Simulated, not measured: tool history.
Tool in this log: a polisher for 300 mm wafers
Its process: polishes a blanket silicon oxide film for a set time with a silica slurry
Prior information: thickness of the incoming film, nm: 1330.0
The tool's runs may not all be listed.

run	hour	flow of slurry (ml/min)	pressure of the wafer on the pad (kPa)	speed of the pad under the wafer (m/s)	abrasive content of the slurry	polishing time (s)	film removed (angstrom)
1	0	135	33.1	1.54	1	53	2712.7
2	7.9	160	33.1	1.54	1	53	2896.3
3	12.3	160	40.7	1.54	1	53	3482.1
4	18.6	160	35.2	1.54	1	53	3061.2
5	23.8	165	36.5	1.54	1	53	3214
6	25.2	165	40	1.54	1	53	3398.5
7	25.9	170	40.7	1.54	1	53	3556.1
8	26.5	175	41.4	1.54	1	53	3471.3
9	31.7	175	42.7	1.54	1	53	3705.2

Run 10 is up next; what results do you expect?
10	33.9	175	43.4	1.54	1	53	?

{"run 10": {"film removed (angstrom)": 3723.4}}

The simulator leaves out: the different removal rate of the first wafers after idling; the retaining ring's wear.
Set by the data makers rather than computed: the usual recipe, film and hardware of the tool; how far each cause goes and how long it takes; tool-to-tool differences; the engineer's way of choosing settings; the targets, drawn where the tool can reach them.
